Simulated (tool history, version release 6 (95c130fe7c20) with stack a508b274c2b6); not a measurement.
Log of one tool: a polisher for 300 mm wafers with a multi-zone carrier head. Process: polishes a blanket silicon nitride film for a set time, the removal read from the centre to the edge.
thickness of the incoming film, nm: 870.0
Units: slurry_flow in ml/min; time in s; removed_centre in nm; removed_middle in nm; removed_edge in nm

Run 1, day 0.000: slurry_flow 130 ml/min, centre_zone 1.00, middle_zone 1.00, edge_zone 1.00, time 50 s. Result: removed_centre 84.219 nm, removed_middle 85.149 nm, removed_edge 83.938 nm.
Run 2, day 0.162: slurry_flow 150 ml/min, centre_zone 1.00, middle_zone 1.00, edge_zone 1.00, time 50 s. Result: removed_centre 88.305 nm, removed_middle 85.961 nm, removed_edge 84.347 nm.
Run 3, day 0.358: slurry_flow 145 ml/min, centre_zone 0.98, middle_zone 0.97, edge_zone 1.00, time 47 s. Result: removed_centre 78.564 nm, removed_middle 79.024 nm, removed_edge 81.189 nm.
Run 4, day 0.521: slurry_flow 145 ml/min, centre_zone 0.98, middle_zone 0.97, edge_zone 1.08, time 47 s. Result: removed_centre 81.948 nm, removed_middle 79.030 nm, removed_edge 84.134 nm.
Run 5, day 0.733: slurry_flow 145 ml/min, centre_zone 1.02, middle_zone 0.97, edge_zone 1.08, time 47 s. Result: removed_centre 80.453 nm, removed_middle 78.053 nm, removed_edge 82.390 nm.
Run 6, day 0.896: slurry_flow 140 ml/min, centre_zone 1.03, middle_zone 0.95, edge_zone 1.07, time 45 s. Result: removed_centre 80.397 nm, removed_middle 73.699 nm, removed_edge 77.946 nm.
Run 7, day 1.012: slurry_flow 135 ml/min, centre_zone 1.01, middle_zone 0.93, edge_zone 1.06, time 43 s. Result: removed_centre 73.266 nm, removed_middle 68.189 nm, removed_edge 73.685 nm.
Run 8, day 1.367: slurry_flow 130 ml/min, centre_zone 0.99, middle_zone 0.91, edge_zone 1.05, time 42 s. Result: removed_centre 71.678 nm, removed_middle 65.905 nm, removed_edge 70.466 nm.
Run 9, day 1.675: slurry_flow 125 ml/min, centre_zone 0.96, middle_zone 0.89, edge_zone 1.06, time 41 s. Result: removed_centre 67.037 nm, removed_middle 62.544 nm, removed_edge 71.203 nm.
Run 10, day 1.858: slurry_flow 125 ml/min, centre_zone 0.96, middle_zone 0.89, edge_zone 1.06, time 41 s. Result: removed_centre 66.291 nm, removed_middle 63.003 nm, removed_edge 70.409 nm.
Run 11, day 2.221: slurry_flow 120 ml/min, centre_zone 0.95, middle_zone 0.88, edge_zone 1.05, time 41 s. Result: removed_centre 64.333 nm, removed_middle 60.802 nm, removed_edge 69.831 nm.
Run 12, day 2.462: slurry_flow 115 ml/min, centre_zone 0.95, middle_zone 0.87, edge_zone 1.04, time 41 s. Result: removed_centre 64.041 nm, removed_middle 59.523 nm, removed_edge 68.329 nm.

Run 13 comes next. What will it give?
Run 13, day 2.833: slurry_flow 110 ml/min, centre_zone 0.94, middle_zone 0.87, edge_zone 1.03, time 41 s. Result: removed_centre ?, removed_middle ?, removed_edge ?.

Run 13 gave removed_centre 63.103 nm, removed_middle 59.662 nm, removed_edge 68.500 nm.
